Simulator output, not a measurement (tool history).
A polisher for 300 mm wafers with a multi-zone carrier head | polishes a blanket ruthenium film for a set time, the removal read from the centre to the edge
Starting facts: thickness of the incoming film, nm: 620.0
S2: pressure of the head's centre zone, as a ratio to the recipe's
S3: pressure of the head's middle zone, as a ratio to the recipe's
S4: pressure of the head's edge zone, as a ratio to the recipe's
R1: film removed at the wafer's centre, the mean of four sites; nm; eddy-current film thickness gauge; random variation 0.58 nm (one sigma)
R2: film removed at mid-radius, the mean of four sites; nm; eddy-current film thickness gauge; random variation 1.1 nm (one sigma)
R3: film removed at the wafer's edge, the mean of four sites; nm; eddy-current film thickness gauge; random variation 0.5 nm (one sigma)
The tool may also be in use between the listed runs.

Run 1, hour 0: flow of slurry (ml/min) 135, S2 1, S3 1, S4 1, polishing time (s) 53. Result: R1 75.813 nm, R2 71.754 nm, R3 72.018 nm.
Run 2, hour 4.4: flow of slurry (ml/min) 135, S2 1, S3 1.07, S4 1, polishing time (s) 53. Result: R1 75.983 nm, R2 75.577 nm, R3 71.35 nm.
Run 3, hour 11.4: flow of slurry (ml/min) 150, S2 1.01, S3 1.06, S4 1.01, polishing time (s) 53. Result: R1 78.255 nm, R2 75.325 nm, R3 73.799 nm.
Run 4, hour 14.4: flow of slurry (ml/min) 150, S2 1.01, S3 1.09, S4 1.01, polishing time (s) 53. Result: R1 78.656 nm, R2 77.099 nm, R3 73.483 nm.
Run 5, hour 17.4: flow of slurry (ml/min) 150, S2 1.01, S3 1.09, S4 1.08, polishing time (s) 53. Result: R1 78.106 nm, R2 78.174 nm, R3 75.84 nm.
At hour 23.7: centre zone pressure recalibrated.
Run 6, hour 23.7: flow of slurry (ml/min) 130, S2 1.01, S3 1.09, S4 1.08, polishing time (s) 53. Result: R1 72.506 nm, R2 74.961 nm, R3 74.369 nm.
Run 7, hour 29.8: flow of slurry (ml/min) 145, S2 1.02, S3 1.09, S4 1.07, polishing time (s) 53. Result: R1 73.588 nm, R2 76.087 nm, R3 74.837 nm.
Run 8, hour 35.8: flow of slurry (ml/min) 160, S2 1.01, S3 1.08, S4 1.05, polishing time (s) 53. Result: R1 74.201 nm, R2 77.778 nm, R3 75.244 nm.
Run 9, hour 39: flow of slurry (ml/min) 160, S2 1.04, S3 1.09, S4 1.05, polishing time (s) 53. Result: R1 76.657 nm, R2 78.654 nm, R3 74.067 nm.

For run 10, what comes out?
Run 10, hour 47.1: flow of slurry (ml/min) 160, S2 1.04, S3 1.09, S4 1.05, polishing time (s) 53. Result: R1 ?, R2 ?, R3 ?.

R1: 77.612 nm
R2: 78.833 nm
R3: 74.67 nm

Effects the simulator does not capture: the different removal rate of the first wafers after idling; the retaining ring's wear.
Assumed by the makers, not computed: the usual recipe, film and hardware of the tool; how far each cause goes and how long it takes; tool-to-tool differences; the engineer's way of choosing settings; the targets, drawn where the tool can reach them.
